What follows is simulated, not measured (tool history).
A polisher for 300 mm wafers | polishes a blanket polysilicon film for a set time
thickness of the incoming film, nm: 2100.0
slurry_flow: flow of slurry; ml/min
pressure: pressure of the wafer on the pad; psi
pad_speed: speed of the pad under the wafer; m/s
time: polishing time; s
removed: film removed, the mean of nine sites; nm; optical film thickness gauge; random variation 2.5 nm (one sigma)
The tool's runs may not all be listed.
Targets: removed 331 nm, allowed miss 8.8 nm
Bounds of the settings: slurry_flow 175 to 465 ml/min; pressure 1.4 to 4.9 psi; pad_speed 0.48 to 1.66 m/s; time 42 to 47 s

run  hour  slurry_flow  pressure  pad_speed  time  removed
  1     0          295       3.1       1.06    47   524.33
  2     9          295       3.6       1.06    47   605.42
  3  17.4          295       3.3       1.06    47   560.03
  4  26.2          295       3.6       1.06    47   601.44
  5  29.9          295       3.6       1.06    47    604.9
  6  31.2          295       4.1       1.06    47   690.98
  7  38.5          295       3.6       1.06    47   598.87
  8  43.1          295       3.2       1.06    47   535.62
  9  48.1          295       2.9       1.06    47   492.46

5 next moves are on the table. One of them brings every result within its allowed miss. Which?
  A  53.1          360       2.2       1.04    42        ?
  B  53.1          225       2.2       1.06    46        ?
  C  53.1          330         3       0.82    42        ?
  D  53.1          280       2.4       1.04    42        ?
  E  53.1          255       2.7       0.92    43        ?

move  removed
   A   334.77
   B   355.43
   C   356.25
   D   355.62
   E   358.45
A: meets every target
B: nearer than the last run, and not there yet
C: nearer than the last run, and not there yet
D: nearer than the last run, and not there yet
E: nearer than the last run, and not there yet
Answer: A
